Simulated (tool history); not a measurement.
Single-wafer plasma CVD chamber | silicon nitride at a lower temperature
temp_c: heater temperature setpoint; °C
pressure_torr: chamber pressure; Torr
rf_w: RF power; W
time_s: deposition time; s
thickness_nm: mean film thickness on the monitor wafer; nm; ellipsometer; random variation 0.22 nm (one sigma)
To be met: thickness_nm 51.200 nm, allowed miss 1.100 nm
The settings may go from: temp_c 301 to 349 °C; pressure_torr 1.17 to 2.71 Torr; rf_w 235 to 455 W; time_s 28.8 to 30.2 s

run  hour  temp_c  pressure_torr  rf_w  time_s  thickness_nm
  1   0.0     325           1.94   345    30.2        43.932
  2   6.2     325           2.07   355    30.2        45.386
  3  10.6     325           2.07   400    30.2        49.352
  4  19.2     316           2.07   400    30.2        49.466
     23.7  -- capacitance manometer re-zeroed and calibrated
  5  23.7     316           2.11   400    30.2        49.092
  6  28.9     316           2.15   405    30.2        50.067
  7  32.7     316           2.17   405    30.2        50.369
  8  33.4     316           2.17   405    30.2        49.905
  9  36.3     316           2.17   405    30.2        49.564

4 next moves are on the table. One of them brings every result within its allowed miss. Which?
  A  39.2     314           2.02   390    30.0             ?
  B  39.2     316           2.07   390    29.9             ?
  C  39.2     318           2.26   415    30.2             ?
  D  39.2     318           1.93   390    29.7             ?

move  thickness_nm
   A        47.649
   B        47.688
   C        51.034
   D        46.672
A: further off than the last run
B: further off than the last run
C: meets every target
D: further off than the last run
Answer: C
